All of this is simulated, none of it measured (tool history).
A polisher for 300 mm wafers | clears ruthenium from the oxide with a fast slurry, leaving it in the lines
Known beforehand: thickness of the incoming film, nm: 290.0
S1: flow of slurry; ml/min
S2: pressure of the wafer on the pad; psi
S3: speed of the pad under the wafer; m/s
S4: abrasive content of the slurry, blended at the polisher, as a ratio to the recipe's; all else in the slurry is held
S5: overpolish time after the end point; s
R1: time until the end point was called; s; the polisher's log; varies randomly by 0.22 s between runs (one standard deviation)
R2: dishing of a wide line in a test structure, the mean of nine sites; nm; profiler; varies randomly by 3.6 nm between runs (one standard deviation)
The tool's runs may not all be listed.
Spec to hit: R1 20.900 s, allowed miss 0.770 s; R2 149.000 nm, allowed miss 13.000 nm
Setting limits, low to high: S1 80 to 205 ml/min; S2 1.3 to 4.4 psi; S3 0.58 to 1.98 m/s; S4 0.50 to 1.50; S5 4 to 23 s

run	hour	S1	S2	S3	S4	S5	R1	R2
1	0.0	135	2.8	1.28	1.00	12	45.924	62.144
2	8.3	115	2.8	1.28	1.00	12	46.729	63.481
3	16.6	115	3.0	1.32	1.00	12	42.973	68.180
4	20.8	115	3.2	1.36	1.00	12	38.930	73.108
5	27.5	145	3.2	1.36	1.00	12	37.795	76.089
6	35.6	145	3.4	1.40	1.00	12	34.889	81.278
7	38.7	160	4.2	1.68	1.00	15	23.903	126.510
8	39.5	160	4.2	1.70	1.00	15	23.002	126.860
9	43.5	160	4.3	1.74	1.00	16	22.402	136.000

Which one of the following 5 next-run settings gets every result inside its allowed miss? There is exactly one.
A	47.5	150	4.4	1.90	1.05	11	?	?
B	47.5	160	4.4	1.94	0.85	13	?	?
C	47.5	175	4.3	1.94	0.90	18	?	?
D	47.5	175	3.7	1.84	1.20	14	?	?
E	47.5	160	4.4	1.82	0.95	12	?	?

move	R1	R2
A	19.694	116.590
B	21.364	123.460
C	20.976	151.800
D	22.268	126.110
E	21.432	116.780
A: takes the biggest miss from the last run beyond its target
B: corrects the largest miss of the last run, while another result sits out of spec
C: in spec on every target
D: better than the last run, though not everything is in spec
E: corrects the largest miss of the last run, while another result sits out of spec
Correct choice: C, which meets every target
